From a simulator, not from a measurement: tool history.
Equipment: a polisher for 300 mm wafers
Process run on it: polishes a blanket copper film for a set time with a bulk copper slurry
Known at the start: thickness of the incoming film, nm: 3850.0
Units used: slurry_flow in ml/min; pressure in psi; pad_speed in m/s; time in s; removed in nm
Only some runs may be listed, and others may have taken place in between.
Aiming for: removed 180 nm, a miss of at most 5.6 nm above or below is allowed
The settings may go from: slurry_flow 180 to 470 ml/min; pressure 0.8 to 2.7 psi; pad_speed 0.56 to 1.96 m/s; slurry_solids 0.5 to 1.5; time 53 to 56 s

run	day	slurry_flow	pressure	pad_speed	slurry_solids	time	removed
1	0	300	1.7	1.26	1	53	348.89
2	0.233	300	1.7	1.26	1	56	359.19
3	0.254	300	1.7	1.06	1	56	309.43
4	0.554	300	1.7	1.06	1.15	56	316.72
5	0.808	300	1.5	1.04	1.15	56	278.95
6	0.962	300	1.3	1.02	1.15	56	233.67
7	1.15	300	1.2	1.02	1.15	56	216.79
8	1.421	300	1.1	1.02	1.15	56	199.77
9	1.496	300	0.9	1.02	1.15	56	163.97
# day 1.529: slurry blender recalibrated
10	1.529	300	1	1.02	1.15	56	195.06

Next run, 4 choices. One meets every target within its allowed miss, the rest don't. Which?
A	1.562	305	1	1.1	0.95	56	?
B	1.562	255	1	1.16	1.15	53	?
C	1.562	320	1.3	0.94	1	55	?
D	1.562	225	1	1.02	1.25	53	?

move	removed
A	200.19
B	203.08
C	219.97
D	179.87
A: the biggest miss grows against the last run
B: the biggest miss grows against the last run
C: the biggest miss grows against the last run
D: hits every target within its allowed miss
D is the move that brings every result within its allowed miss.

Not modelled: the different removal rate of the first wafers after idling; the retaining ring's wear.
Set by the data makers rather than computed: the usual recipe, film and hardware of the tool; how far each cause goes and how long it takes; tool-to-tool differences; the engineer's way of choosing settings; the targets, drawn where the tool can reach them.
